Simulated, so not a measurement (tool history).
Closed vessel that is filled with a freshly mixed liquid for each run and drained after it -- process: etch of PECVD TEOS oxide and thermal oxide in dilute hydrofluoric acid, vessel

run  hour  temperature setpoint of the liquid (°C)  parts of water to one part of 49 % hydrofluoric acid (parts by volume)  time in the liquid (s)  thickness taken off the PECVD TEOS oxide on a monitor wafer (nm)  thickness taken off the thermal oxide on a monitor wafer (nm)
  1     0                                       20                                                                     125                     285                                                            21.047                                                          8.292
  2   2.7                                     19.5                                                                     135                     285                                                            19.196                                                         7.4131
  3   5.2                                       17                                                                     135                     285                                                            17.248                                                         6.7768
  4     6                                       17                                                                     135                     330                                                             19.73                                                         7.9231
  5   8.6                                       17                                                                     145                     330                                                            18.278                                                         7.4174
  6  16.3                                     17.5                                                                     155                     325                                                            17.114                                                         6.7646
  7  19.2                                     17.5                                                                     160                     325                                                            16.572                                                         6.5983
  8  25.4                                     17.5                                                                     165                     325                                                            15.897                                                          6.412

What will run 9 give?
  9  34.1                                     17.5                                                                     170                     325                                                                 ?                                                              ?

Run 9 measured thickness taken off the PECVD TEOS oxide on a monitor wafer (nm) 15.391, thickness taken off the thermal oxide on a monitor wafer (nm) 6.0653.
